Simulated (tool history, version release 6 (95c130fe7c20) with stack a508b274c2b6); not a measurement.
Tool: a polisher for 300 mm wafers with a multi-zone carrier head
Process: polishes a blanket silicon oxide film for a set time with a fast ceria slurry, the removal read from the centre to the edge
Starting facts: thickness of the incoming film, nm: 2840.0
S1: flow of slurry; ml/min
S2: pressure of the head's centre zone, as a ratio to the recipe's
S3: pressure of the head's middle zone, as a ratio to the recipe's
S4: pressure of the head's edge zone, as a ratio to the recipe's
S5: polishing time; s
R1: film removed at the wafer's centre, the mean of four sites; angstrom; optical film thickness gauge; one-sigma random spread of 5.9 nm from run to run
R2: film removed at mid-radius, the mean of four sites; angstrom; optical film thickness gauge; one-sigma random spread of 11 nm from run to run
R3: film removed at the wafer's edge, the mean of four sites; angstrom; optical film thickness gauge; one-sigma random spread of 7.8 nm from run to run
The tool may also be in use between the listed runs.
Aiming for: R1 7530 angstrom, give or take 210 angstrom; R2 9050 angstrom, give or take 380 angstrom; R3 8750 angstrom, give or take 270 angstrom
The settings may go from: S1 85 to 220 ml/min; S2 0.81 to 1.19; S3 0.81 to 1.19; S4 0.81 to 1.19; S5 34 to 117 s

{"run": 1, "hour": 0.0, "S1": 140, "S2": 1, "S3": 1, "S4": 1, "S5": 75, "R1": 6418.5, "R2": 6272.3, "R3": 6412.9}
{"run": 2, "hour": 2.4, "S1": 150, "S2": 0.98, "S3": 1.04, "S4": 1.04, "S5": 79, "R1": 6784.1, "R2": 6985, "R3": 6884.8}
{"run": 3, "hour": 3.6, "S1": 150, "S2": 0.98, "S3": 1.04, "S4": 1.04, "S5": 88, "R1": 7499.8, "R2": 7815.3, "R3": 7848.3}
{"run": 4, "hour": 8.3, "S1": 165, "S2": 0.98, "S3": 1.04, "S4": 1.04, "S5": 88, "R1": 7687.2, "R2": 7917.2, "R3": 7806.7}
{"run": 5, "hour": 14.2, "S1": 165, "S2": 1.04, "S3": 1.04, "S4": 1.04, "S5": 88, "R1": 8151.9, "R2": 7771.5, "R3": 7849.2}
{"run": 6, "hour": 22.0, "S1": 165, "S2": 1.04, "S3": 1.04, "S4": 0.99, "S5": 88, "R1": 8051.9, "R2": 7813, "R3": 7588.3}
{"run": 7, "hour": 28.5, "S1": 160, "S2": 1, "S3": 1.06, "S4": 1.03, "S5": 89, "R1": 7743.8, "R2": 8134.3, "R3": 7858.7}
{"run": 8, "hour": 32.4, "S1": 160, "S2": 1, "S3": 1.06, "S4": 1.03, "S5": 89, "R1": 7952.7, "R2": 7942.6, "R3": 7985.6}
{"run": 9, "hour": 41.3, "S1": 165, "S2": 0.96, "S3": 1.08, "S4": 1.04, "S5": 90, "R1": 7605.7, "R2": 8399.6, "R3": 8109.4}

Which single option among these 4 for the next run brings every result within its allowed miss of target? Just one does.
{"run": "A", "hour": 50.2, "S1": 165, "S2": 1.07, "S3": 1.15, "S4": 1.14, "S5": 79, "R1": "?", "R2": "?", "R3": "?"}
{"run": "B", "hour": 50.2, "S1": 160, "S2": 1.02, "S3": 1.1, "S4": 1.05, "S5": 85, "R1": "?", "R2": "?", "R3": "?"}
{"run": "C", "hour": 50.2, "S1": 160, "S2": 0.91, "S3": 1.14, "S4": 1.16, "S5": 93, "R1": "?", "R2": "?", "R3": "?"}
{"run": "D", "hour": 50.2, "S1": 190, "S2": 0.92, "S3": 1.19, "S4": 0.96, "S5": 90, "R1": "?", "R2": "?", "R3": "?"}

move=A R1=7603.3 R2=7858.9 R3=7531.8
move=B R1=7745 R2=8097.8 R3=7748.9
move=C R1=7555.4 R2=9139.7 R3=8912.5
move=D R1=7636.4 R2=9446.1 R3=8011.7
A: moves away from the targets compared with the last run
B: moves away from the targets compared with the last run
C: every result lands within tolerance
D: moves away from the targets compared with the last run
C meets every target.
